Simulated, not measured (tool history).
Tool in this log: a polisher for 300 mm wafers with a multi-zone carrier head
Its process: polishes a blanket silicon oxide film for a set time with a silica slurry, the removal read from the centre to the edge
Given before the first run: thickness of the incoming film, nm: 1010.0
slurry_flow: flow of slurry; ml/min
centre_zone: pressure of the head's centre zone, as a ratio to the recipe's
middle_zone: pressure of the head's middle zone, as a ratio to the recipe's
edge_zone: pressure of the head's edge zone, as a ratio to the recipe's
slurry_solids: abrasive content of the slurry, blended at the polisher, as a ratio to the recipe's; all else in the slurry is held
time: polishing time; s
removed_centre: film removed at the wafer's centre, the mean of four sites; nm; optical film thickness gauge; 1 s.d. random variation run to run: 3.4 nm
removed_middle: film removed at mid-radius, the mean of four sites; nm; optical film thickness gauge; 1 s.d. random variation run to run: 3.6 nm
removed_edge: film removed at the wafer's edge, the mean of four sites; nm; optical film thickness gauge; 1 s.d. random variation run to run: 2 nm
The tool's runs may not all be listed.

run,hour,slurry_flow,centre_zone,middle_zone,edge_zone,slurry_solids,time,removed_centre,removed_middle,removed_edge
1,0.0,190,1.00,1.00,1.00,1.0,64,253.06,264.56,260.65
2,4.1,155,1.00,1.00,1.00,1.0,64,254.91,253.59,251.66
3,6.3,165,1.01,1.01,1.02,1.0,64,255.56,259.10,259.11
4,10.7,165,1.01,1.01,1.02,0.9,64,236.78,241.97,240.24
5,17.9,125,1.01,1.01,1.02,0.9,64,220.83,224.26,229.75
6,25.4,145,1.01,1.01,1.04,0.9,64,235.28,233.89,237.12

Run 7 comes next. What will it give?
7,33.3,160,1.00,1.01,1.06,0.9,64,?,?,?

removed_centre: 234.19 nm
removed_middle: 234.14 nm
removed_edge: 242.01 nm

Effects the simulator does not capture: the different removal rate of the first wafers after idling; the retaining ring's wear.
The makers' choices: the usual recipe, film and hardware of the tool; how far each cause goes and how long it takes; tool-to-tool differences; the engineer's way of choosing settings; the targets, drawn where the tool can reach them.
